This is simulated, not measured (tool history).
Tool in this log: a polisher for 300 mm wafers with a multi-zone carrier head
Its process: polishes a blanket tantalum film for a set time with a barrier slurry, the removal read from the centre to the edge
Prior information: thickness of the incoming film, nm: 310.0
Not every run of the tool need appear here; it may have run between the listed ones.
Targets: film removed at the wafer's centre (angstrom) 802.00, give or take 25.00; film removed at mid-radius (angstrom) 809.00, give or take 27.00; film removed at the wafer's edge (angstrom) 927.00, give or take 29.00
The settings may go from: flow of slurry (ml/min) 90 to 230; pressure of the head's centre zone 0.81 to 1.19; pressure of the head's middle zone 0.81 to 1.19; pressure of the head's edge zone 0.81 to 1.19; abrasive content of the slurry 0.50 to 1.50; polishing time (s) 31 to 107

| run | hour | flow of slurry (ml/min) | pressure of the head's centre zone | pressure of the head's middle zone | pressure of the head's edge zone | abrasive content of the slurry | polishing time (s) | film removed at the wafer's centre (angstrom) | film removed at mid-radius (angstrom) | film removed at the wafer's edge (angstrom) |
|---|---|---|---|---|---|---|---|---|---|---|
| 1 | 0.0 | 150 | 1.00 | 1.00 | 1.00 | 1.00 | 69 | 995.80 | 1152.60 | 1122.10 |
| 2 | 2.3 | 145 | 1.00 | 0.97 | 0.99 | 0.95 | 69 | 948.30 | 1065.50 | 1116.40 |
| 3 | 5.9 | 145 | 1.00 | 0.93 | 0.99 | 0.95 | 69 | 956.57 | 1027.40 | 1077.30 |
| 4 | 9.1 | 145 | 0.94 | 0.93 | 0.99 | 0.95 | 69 | 905.19 | 1037.50 | 1091.90 |
|  | 11.7 | centre zone pressure recalibrated |
| 5 | 11.7 | 140 | 0.94 | 0.91 | 0.97 | 0.95 | 69 | 1006.30 | 1001.50 | 1081.60 |
| 6 | 16.9 | 140 | 0.94 | 0.91 | 0.92 | 0.95 | 69 | 998.84 | 998.92 | 1054.00 |
| 7 | 20.6 | 140 | 0.93 | 0.90 | 0.92 | 0.90 | 69 | 956.73 | 968.83 | 1040.10 |
| 8 | 28.8 | 140 | 0.93 | 0.90 | 0.92 | 0.85 | 69 | 940.65 | 951.00 | 1005.70 |
| 9 | 35.0 | 140 | 0.93 | 0.90 | 0.92 | 0.85 | 69 | 936.56 | 945.53 | 993.98 |
| 10 | 40.0 | 135 | 0.92 | 0.89 | 0.93 | 0.85 | 69 | 917.16 | 932.85 | 1018.90 |
| 11 | 43.6 | 105 | 0.87 | 0.81 | 0.83 | 0.70 | 68 | 722.15 | 727.26 | 814.10 |
| 12 | 51.0 | 110 | 0.87 | 0.81 | 0.84 | 0.70 | 68 | 742.98 | 741.29 | 824.99 |

Next run, 4 choices. One meets every target within its allowed miss, the rest don't. Which?
| A | 58.4 | 135 | 0.99 | 0.90 | 0.81 | 0.60 | 71 | ? | ? | ? |
| B | 58.4 | 105 | 0.86 | 0.81 | 0.86 | 0.85 | 69 | ? | ? | ? |
| C | 58.4 | 155 | 1.05 | 1.02 | 0.81 | 0.65 | 61 | ? | ? | ? |
| D | 58.4 | 180 | 1.12 | 1.01 | 0.81 | 0.65 | 58 | ? | ? | ? |

| move | film removed at the wafer's centre (angstrom) | film removed at mid-radius (angstrom) | film removed at the wafer's edge (angstrom) |
|---|---|---|---|
| A | 808.23 | 764.32 | 764.41 |
| B | 803.48 | 811.25 | 922.51 |
| C | 809.18 | 796.35 | 711.96 |
| D | 843.84 | 769.20 | 689.17 |
A: lands further from the targets than the last run did
B: every result within its allowed miss
C: lands further from the targets than the last run did
D: lands further from the targets than the last run did
B is the move that brings every result within its allowed miss.

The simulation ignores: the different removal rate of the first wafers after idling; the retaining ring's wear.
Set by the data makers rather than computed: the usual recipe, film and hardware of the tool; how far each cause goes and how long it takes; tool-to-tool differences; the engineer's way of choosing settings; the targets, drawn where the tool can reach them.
